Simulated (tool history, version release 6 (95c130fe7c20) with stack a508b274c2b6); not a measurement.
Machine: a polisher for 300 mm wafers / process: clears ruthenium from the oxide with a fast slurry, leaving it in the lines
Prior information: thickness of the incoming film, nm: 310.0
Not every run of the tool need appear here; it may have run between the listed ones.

run	day	flow of slurry (ml/min)	pressure of the wafer on the pad (psi)	speed of the pad under the wafer (m/s)	abrasive content of the slurry	overpolish time after the end point (s)	time until the end point was called (s)	dishing of a wide line in a test structure (nm)
1	0.000	170	2.1	1.1	1.0	12	84.661	30.503
2	0.167	170	2.1	1.1	1.0	10	83.898	25.694
3	0.246	165	2.1	1.1	1.0	11	84.600	27.721
4	0.329	205	2.1	1.1	1.0	11	81.774	29.001
5	0.621	205	2.1	1.1	1.1	11	78.648	29.275
6	0.767	200	2.1	1.1	1.1	12	80.470	31.707
7	0.829	200	2.1	1.1	1.1	13	80.282	34.673

Predict the results of run 8:
8	1.025	200	2.1	1.1	1.1	13	?	?

For run 8 the tool returned time until the end point was called (s) 78.470, dishing of a wide line in a test structure (nm) 34.263.
